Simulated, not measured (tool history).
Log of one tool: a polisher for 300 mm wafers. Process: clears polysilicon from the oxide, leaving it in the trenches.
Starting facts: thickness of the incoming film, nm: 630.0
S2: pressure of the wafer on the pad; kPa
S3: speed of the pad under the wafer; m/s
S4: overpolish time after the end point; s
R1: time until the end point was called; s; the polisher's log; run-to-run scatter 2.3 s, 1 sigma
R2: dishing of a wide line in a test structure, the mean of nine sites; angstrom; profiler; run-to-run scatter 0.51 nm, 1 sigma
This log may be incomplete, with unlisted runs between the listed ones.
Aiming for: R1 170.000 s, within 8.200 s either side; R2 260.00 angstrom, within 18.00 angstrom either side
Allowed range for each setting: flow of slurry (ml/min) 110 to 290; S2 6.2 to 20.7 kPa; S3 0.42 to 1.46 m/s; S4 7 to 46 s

run 1 day=0.000 | flow_of_slurry_(ml/min)=185 S2=13.1 S3=0.94 S4=24 | R1=63.233 R2=384.83
run 2 day=0.242 | flow_of_slurry_(ml/min)=180 S2=11.0 S3=0.82 S4=19 | R1=85.760 R2=362.33
run 3 day=0.371 | flow_of_slurry_(ml/min)=180 S2=13.8 S3=0.82 S4=19 | R1=66.687 R2=364.35
run 4 day=0.396 | flow_of_slurry_(ml/min)=160 S2=12.4 S3=0.70 S4=15 | R1=91.458 R2=364.11
run 5 day=0.550 | flow_of_slurry_(ml/min)=160 S2=12.4 S3=0.50 S4=15 | R1=127.270 R2=320.45
run 6 day=0.812 | flow_of_slurry_(ml/min)=200 S2=11.7 S3=0.48 S4=23 | R1=130.710 R2=349.43
run 7 day=1.171 | flow_of_slurry_(ml/min)=175 S2=11.7 S3=0.46 S4=18 | R1=142.310 R2=330.33
run 8 day=1.312 | flow_of_slurry_(ml/min)=155 S2=11.7 S3=0.44 S4=15 | R1=149.780 R2=303.63
run 9 day=1.417 | flow_of_slurry_(ml/min)=155 S2=11.7 S3=0.44 S4=15 | R1=148.360 R2=308.51
run 10 day=1.754 | flow_of_slurry_(ml/min)=140 S2=11.7 S3=0.44 S4=13 | R1=150.890 R2=280.68
run 11 day=1.808 | flow_of_slurry_(ml/min)=135 S2=11.7 S3=0.44 S4=13 | R1=149.790 R2=290.12
run 12 day=2.154 | flow_of_slurry_(ml/min)=130 S2=11.7 S3=0.44 S4=11 | R1=151.390 R2=258.28

Pick the move, out of 4, that brings all results within their allowed miss; only one does.
run A day=2.500 | flow_of_slurry_(ml/min)=120 S2=12.4 S3=0.44 S4=11 | R1=? R2=?
run B day=2.500 | flow_of_slurry_(ml/min)=120 S2=9.7 S3=0.48 S4=12 | R1=? R2=?
run C day=2.500 | flow_of_slurry_(ml/min)=125 S2=11.7 S3=0.50 S4=9 | R1=? R2=?
run D day=2.500 | flow_of_slurry_(ml/min)=110 S2=13.8 S3=0.52 S4=9 | R1=? R2=?

move=A R1=148.080 R2=275.16
move=B R1=169.750 R2=268.20
move=C R1=136.630 R2=258.20
move=D R1=117.990 R2=278.85
A: moves away from the targets compared with the last run
B: all results land within tolerance of their targets
C: moves away from the targets compared with the last run
D: moves away from the targets compared with the last run
The right move is B.
